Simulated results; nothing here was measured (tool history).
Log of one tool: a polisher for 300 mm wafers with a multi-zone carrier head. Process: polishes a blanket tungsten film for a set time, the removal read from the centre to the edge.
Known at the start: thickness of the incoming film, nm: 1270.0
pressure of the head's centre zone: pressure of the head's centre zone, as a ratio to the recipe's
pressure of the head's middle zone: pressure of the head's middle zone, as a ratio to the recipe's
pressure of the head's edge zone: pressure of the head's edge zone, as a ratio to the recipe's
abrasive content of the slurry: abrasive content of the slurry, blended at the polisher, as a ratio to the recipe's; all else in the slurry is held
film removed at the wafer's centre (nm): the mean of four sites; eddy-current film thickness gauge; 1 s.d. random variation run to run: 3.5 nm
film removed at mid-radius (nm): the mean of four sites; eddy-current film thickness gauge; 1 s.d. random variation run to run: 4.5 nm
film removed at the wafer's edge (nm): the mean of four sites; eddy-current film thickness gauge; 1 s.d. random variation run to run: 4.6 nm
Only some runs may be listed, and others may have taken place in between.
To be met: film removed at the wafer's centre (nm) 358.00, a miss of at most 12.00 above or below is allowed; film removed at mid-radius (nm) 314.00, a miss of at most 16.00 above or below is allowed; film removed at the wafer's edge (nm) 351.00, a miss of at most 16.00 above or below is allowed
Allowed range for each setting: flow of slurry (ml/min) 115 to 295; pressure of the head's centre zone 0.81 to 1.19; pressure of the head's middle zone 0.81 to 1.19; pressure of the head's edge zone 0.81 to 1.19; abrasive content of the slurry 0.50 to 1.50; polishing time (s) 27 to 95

run	hour	flow of slurry (ml/min)	pressure of the head's centre zone	pressure of the head's middle zone	pressure of the head's edge zone	abrasive content of the slurry	polishing time (s)	film removed at the wafer's centre (nm)	film removed at mid-radius (nm)	film removed at the wafer's edge (nm)
1	0.0	190	1.00	1.00	1.00	1.00	61	464.64	432.41	459.49
2	8.3	185	0.99	0.97	0.98	0.90	60	450.54	423.98	434.45
3	11.2	185	0.99	0.97	0.98	0.90	73	544.52	509.74	527.12
4	13.9	180	0.99	0.94	0.99	0.85	67	490.09	454.83	484.34
5	14.6	180	1.00	0.92	0.99	0.80	62	449.06	406.51	439.48
6	16.5	180	1.00	0.98	0.99	0.80	62	453.69	422.48	455.38
7	18.8	180	1.00	0.95	0.98	0.75	59	428.49	401.84	422.39
8	23.2	140	1.03	0.85	1.07	0.50	49	333.29	276.08	333.98
9	24.5	150	1.03	0.87	1.07	0.50	49	334.51	295.34	335.66
10	25.3	155	1.04	0.87	1.08	0.50	49	348.67	290.21	339.13
11	31.5	160	1.04	0.88	1.08	0.50	49	346.00	293.28	345.04
12	40.0	165	1.04	0.89	1.07	0.50	49	342.41	299.88	334.70

Next run, 5 choices. One meets every target within its allowed miss, the rest don't. Which?
A	48.5	200	1.03	0.98	0.99	0.50	48	?	?	?
B	48.5	205	0.98	0.86	1.00	0.75	45	?	?	?
C	48.5	160	1.08	0.81	1.15	0.60	48	?	?	?
D	48.5	240	1.02	0.88	1.07	0.55	49	?	?	?
E	48.5	155	1.02	1.03	1.00	0.50	47	?	?	?

move	film removed at the wafer's centre (nm)	film removed at mid-radius (nm)	film removed at the wafer's edge (nm)
A	344.05	310.77	324.60
B	324.61	282.42	323.92
C	358.84	272.93	352.09
D	359.10	304.03	353.61
E	323.20	306.12	312.55
A: the biggest miss grows against the last run
B: the biggest miss grows against the last run
C: the worst result of the last run now meets its target, but another is out of spec
D: hits every target within its allowed miss
E: the biggest miss grows against the last run
So the answer is move D, the one that meets all the targets.
